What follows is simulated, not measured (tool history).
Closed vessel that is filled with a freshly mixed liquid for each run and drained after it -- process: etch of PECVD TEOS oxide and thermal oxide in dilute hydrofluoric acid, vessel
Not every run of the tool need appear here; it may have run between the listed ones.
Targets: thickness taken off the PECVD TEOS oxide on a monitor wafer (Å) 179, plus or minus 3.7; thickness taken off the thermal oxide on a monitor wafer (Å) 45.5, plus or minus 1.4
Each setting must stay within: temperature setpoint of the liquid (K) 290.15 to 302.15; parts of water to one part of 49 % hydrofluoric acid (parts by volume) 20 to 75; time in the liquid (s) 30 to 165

run  hour  temperature setpoint of the liquid (K)  parts of water to one part of 49 % hydrofluoric acid (parts by volume)  time in the liquid (s)  thickness taken off the PECVD TEOS oxide on a monitor wafer (Å)  thickness taken off the thermal oxide on a monitor wafer (Å)
  1     0                                  294.15                                                                      45                      85                                                           322.53                                                        83.379
  2   1.6                                  294.15                                                                      40                      85                                                            363.2                                                        93.022
  3   8.8                                  296.15                                                                      40                      85                                                           404.09                                                         101.4
  4  12.1                                  296.15                                                                      35                      85                                                           459.29                                                        118.33
  5  18.5                                  296.15                                                                      20                      85                                                           818.56                                                        210.94
  6  20.3                                  295.15                                                                      30                      85                                                            520.4                                                        132.27
  7  21.5                                  294.15                                                                      35                      85                                                           425.75                                                         107.6
  8  27.6                                  293.15                                                                      40                      85                                                           350.95                                                        89.488
  9  31.7                                  292.65                                                                      45                      85                                                           307.93                                                        78.105
 10  33.2                                  292.15                                                                      50                      85                                                            266.2                                                        67.079
 11    41                                  291.65                                                                      55                      85                                                           234.41                                                        59.763
 12    46                                  291.15                                                                      55                      85                                                           233.42                                                        58.482
 13  55.3                                  291.15                                                                      60                      85                                                           211.17                                                        52.922

Which single option among these 4 for the next run brings every result within its allowed miss of target? Just one does.
  A  64.6                                  292.15                                                                      60                      65                                                                ?                                                             ?
  B  64.6                                  290.15                                                                      60                      70                                                                ?                                                             ?
  C  64.6                                  291.15                                                                      65                      75                                                                ?                                                             ?
  D  64.6                                  290.65                                                                      65                      80                                                                ?                                                             ?

move  thickness taken off the PECVD TEOS oxide on a monitor wafer (Å)  thickness taken off the thermal oxide on a monitor wafer (Å)
   A                                                           169.02                                                        43.561
   B                                                           167.07                                                        43.058
   C                                                           171.53                                                        44.208
   D                                                           179.09                                                        46.156
A: pushes the last run's worst result past its target
B: pushes the last run's worst result past its target
C: pushes the last run's worst result past its target
D: every result within its allowed miss
D is the move that brings every result within its allowed miss.

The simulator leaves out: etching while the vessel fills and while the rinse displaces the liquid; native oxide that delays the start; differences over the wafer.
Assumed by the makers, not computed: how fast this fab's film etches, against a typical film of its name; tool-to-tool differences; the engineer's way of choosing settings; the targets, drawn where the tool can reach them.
